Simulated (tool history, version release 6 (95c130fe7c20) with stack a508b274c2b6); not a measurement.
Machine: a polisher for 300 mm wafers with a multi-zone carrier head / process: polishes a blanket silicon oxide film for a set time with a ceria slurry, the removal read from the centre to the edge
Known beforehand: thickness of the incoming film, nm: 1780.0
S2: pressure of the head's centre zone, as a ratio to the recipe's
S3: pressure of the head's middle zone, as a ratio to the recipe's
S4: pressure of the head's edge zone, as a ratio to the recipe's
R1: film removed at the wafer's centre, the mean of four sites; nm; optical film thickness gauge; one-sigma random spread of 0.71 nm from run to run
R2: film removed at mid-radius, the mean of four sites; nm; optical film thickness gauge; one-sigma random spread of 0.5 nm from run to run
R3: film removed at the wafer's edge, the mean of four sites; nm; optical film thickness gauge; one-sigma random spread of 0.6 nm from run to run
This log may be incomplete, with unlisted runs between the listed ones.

run 1 hour=0.0 | flow_of_slurry_(ml/min)=250 S2=1.00 S3=1.00 S4=1.00 polishing_time_(s)=44 | R1=105.820 R2=103.720 R3=103.110
run 2 hour=4.2 | flow_of_slurry_(ml/min)=250 S2=1.00 S3=1.00 S4=1.00 polishing_time_(s)=36 | R1=85.795 R2=84.631 R3=86.026
run 3 hour=10.7 | flow_of_slurry_(ml/min)=185 S2=1.00 S3=1.00 S4=1.00 polishing_time_(s)=36 | R1=80.809 R2=80.457 R3=83.279
run 4 hour=12.7 | flow_of_slurry_(ml/min)=180 S2=0.98 S3=0.97 S4=0.97 polishing_time_(s)=34 | R1=75.037 R2=73.843 R3=76.379
run 5 hour=17.2 | flow_of_slurry_(ml/min)=175 S2=0.95 S3=0.94 S4=0.96 polishing_time_(s)=34 | R1=72.556 R2=71.706 R3=76.016
run 6 hour=25.5 | flow_of_slurry_(ml/min)=170 S2=0.93 S3=0.92 S4=0.95 polishing_time_(s)=33 | R1=68.824 R2=67.515 R3=73.584
run 7 hour=32.7 | flow_of_slurry_(ml/min)=165 S2=0.92 S3=0.90 S4=0.93 polishing_time_(s)=33 | R1=68.634 R2=66.196 R3=71.257
run 8 hour=35.5 | flow_of_slurry_(ml/min)=160 S2=0.90 S3=0.89 S4=0.92 polishing_time_(s)=33 | R1=65.191 R2=65.144 R3=71.061
run 9 hour=40.5 | flow_of_slurry_(ml/min)=160 S2=0.89 S3=0.88 S4=0.91 polishing_time_(s)=33 | R1=64.293 R2=64.343 R3=71.789

For run 10, what comes out?
run 10 hour=49.4 | flow_of_slurry_(ml/min)=160 S2=0.89 S3=0.87 S4=0.90 polishing_time_(s)=33 | R1=? R2=? R3=?

R1: 65.475 nm
R2: 63.899 nm
R3: 71.355 nm

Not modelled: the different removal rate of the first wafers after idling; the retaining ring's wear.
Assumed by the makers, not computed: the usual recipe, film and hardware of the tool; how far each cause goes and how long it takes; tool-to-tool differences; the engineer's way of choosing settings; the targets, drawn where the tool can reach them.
